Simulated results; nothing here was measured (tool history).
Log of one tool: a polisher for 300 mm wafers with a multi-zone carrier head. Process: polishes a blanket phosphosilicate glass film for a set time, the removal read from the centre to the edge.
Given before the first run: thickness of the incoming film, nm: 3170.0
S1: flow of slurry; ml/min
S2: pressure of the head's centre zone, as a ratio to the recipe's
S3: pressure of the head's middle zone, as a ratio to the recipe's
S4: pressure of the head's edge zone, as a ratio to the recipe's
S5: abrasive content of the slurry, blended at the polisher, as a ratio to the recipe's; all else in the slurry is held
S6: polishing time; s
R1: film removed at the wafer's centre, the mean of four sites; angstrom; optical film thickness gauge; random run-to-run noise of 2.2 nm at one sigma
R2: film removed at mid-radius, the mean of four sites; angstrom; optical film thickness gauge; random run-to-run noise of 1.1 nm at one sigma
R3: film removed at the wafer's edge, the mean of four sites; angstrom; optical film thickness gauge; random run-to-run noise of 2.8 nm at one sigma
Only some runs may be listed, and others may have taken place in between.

run 1 hour=0 | S1=165 S2=1 S3=1 S4=1 S5=1 S6=50 | R1=2165 R2=2197.2 R3=2282.5
run 2 hour=8.7 | S1=155 S2=0.99 S3=0.96 S4=0.99 S5=1 S6=50 | R1=2110.1 R2=2104.3 R3=2244.6
run 3 hour=14.6 | S1=155 S2=0.99 S3=0.96 S4=1.03 S5=1 S6=50 | R1=2135.7 R2=2109.1 R3=2223.3
run 4 hour=20.6 | S1=155 S2=0.99 S3=0.9 S4=1.03 S5=1 S6=50 | R1=2110.9 R2=1982.9 R3=2285.5
run 5 hour=26.6 | S1=155 S2=0.99 S3=0.9 S4=1.08 S5=1 S6=50 | R1=2120.4 R2=2012.9 R3=2328.8
-- hour=33.2 slurry nozzle cleaned
run 6 hour=33.2 | S1=155 S2=0.9 S3=0.9 S4=1.08 S5=1 S6=50 | R1=2019.4 R2=2084.9 R3=2351
run 7 hour=34.2 | S1=145 S2=0.91 S3=0.89 S4=1.05 S5=0.95 S6=50 | R1=1989.1 R2=2002.2 R3=2235.8

Expected results for the next run?
run 8 hour=39.6 | S1=145 S2=0.91 S3=0.89 S4=1.05 S5=0.95 S6=50 | R1=? R2=? R3=?

{"run 8": {"R1": 1962.5, "R2": 1984.8, "R3": 2289.2}}
